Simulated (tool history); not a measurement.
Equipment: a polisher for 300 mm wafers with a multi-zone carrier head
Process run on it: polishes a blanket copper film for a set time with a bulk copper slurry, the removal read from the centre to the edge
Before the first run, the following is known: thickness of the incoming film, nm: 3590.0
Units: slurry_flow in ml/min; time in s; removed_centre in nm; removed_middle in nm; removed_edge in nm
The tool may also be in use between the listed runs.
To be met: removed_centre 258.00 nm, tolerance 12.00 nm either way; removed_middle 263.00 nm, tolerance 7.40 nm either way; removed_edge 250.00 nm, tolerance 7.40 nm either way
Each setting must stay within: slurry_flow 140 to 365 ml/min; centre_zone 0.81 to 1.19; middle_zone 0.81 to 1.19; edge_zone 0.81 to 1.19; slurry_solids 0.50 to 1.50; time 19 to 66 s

run,hour,slurry_flow,centre_zone,middle_zone,edge_zone,slurry_solids,time,removed_centre,removed_middle,removed_edge
1,0.0,235,1.00,1.00,1.00,1.00,42,431.56,427.37,439.11
2,5.9,235,0.99,1.00,0.95,0.85,37,380.87,360.36,365.04
3,14.0,285,0.99,1.00,0.95,0.85,37,375.41,370.94,374.99
4,18.9,285,0.99,1.00,0.87,0.85,37,381.35,373.95,350.13
5,23.7,280,0.95,0.99,0.85,0.75,34,323.86,327.63,306.44
6,30.8,260,0.93,0.98,0.84,0.65,33,294.29,305.39,290.45
7,32.5,255,0.93,0.98,0.83,0.60,32,282.01,293.70,272.93
8,36.4,245,0.93,0.97,0.82,0.55,32,272.64,284.18,264.80
9,43.3,230,0.93,0.96,0.82,0.55,32,274.89,275.29,260.35
10,46.2,220,0.92,0.96,0.82,0.55,32,261.90,274.25,266.55
11,49.7,235,0.94,0.97,0.81,0.50,30,252.29,256.37,240.20

Consider the 5 candidate settings below. Which is the only one whose results all fall within their allowed miss of target?
A,53.2,185,1.02,0.96,0.84,0.55,29,?,?,?
B,53.2,180,0.98,1.02,0.88,0.50,31,?,?,?
C,53.2,185,0.92,0.99,0.81,0.50,30,?,?,?
D,53.2,230,1.07,1.01,0.81,0.50,28,?,?,?
E,53.2,265,0.93,1.01,0.81,0.50,29,?,?,?

move,removed_centre,removed_middle,removed_edge
A,260.27,240.17,233.17
B,260.26,262.79,248.07
C,237.61,249.54,232.32
D,268.44,244.85,222.39
E,246.31,258.43,233.51
A: further off than the last run
B: every result within its allowed miss
C: further off than the last run
D: further off than the last run
E: further off than the last run
B is the move that brings every result within its allowed miss.
